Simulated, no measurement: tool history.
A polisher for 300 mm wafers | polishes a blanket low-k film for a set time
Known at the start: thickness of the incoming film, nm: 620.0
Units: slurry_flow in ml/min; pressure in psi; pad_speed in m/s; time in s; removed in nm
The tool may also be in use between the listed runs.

{"run": 1, "hour": 0.0, "slurry_flow": 270, "pressure": 1.3, "pad_speed": 1.08, "slurry_solids": 1.0, "time": 43, "removed": 13.019}
{"run": 2, "hour": 4.4, "slurry_flow": 265, "pressure": 1.1, "pad_speed": 1.08, "slurry_solids": 1.0, "time": 43, "removed": 11.187}
{"run": 3, "hour": 9.9, "slurry_flow": 265, "pressure": 1.1, "pad_speed": 1.08, "slurry_solids": 1.05, "time": 43, "removed": 11.425}
{"run": 4, "hour": 16.3, "slurry_flow": 260, "pressure": 1.0, "pad_speed": 1.08, "slurry_solids": 1.05, "time": 43, "removed": 10.335}
{"run": 5, "hour": 22.9, "slurry_flow": 260, "pressure": 1.3, "pad_speed": 1.08, "slurry_solids": 1.05, "time": 43, "removed": 13.435}
{"run": 6, "hour": 31.4, "slurry_flow": 300, "pressure": 1.3, "pad_speed": 1.08, "slurry_solids": 1.05, "time": 43, "removed": 13.404}
{"run": 7, "hour": 32.6, "slurry_flow": 300, "pressure": 0.9, "pad_speed": 1.06, "slurry_solids": 1.05, "time": 43, "removed": 9.4945}

The next listed run, before its measurement:
{"run": 8, "hour": 33.1, "slurry_flow": 300, "pressure": 0.8, "pad_speed": 1.06, "slurry_solids": 1.05, "time": 43, "removed": "?"}

{"run 8": {"removed": 8.4311}}

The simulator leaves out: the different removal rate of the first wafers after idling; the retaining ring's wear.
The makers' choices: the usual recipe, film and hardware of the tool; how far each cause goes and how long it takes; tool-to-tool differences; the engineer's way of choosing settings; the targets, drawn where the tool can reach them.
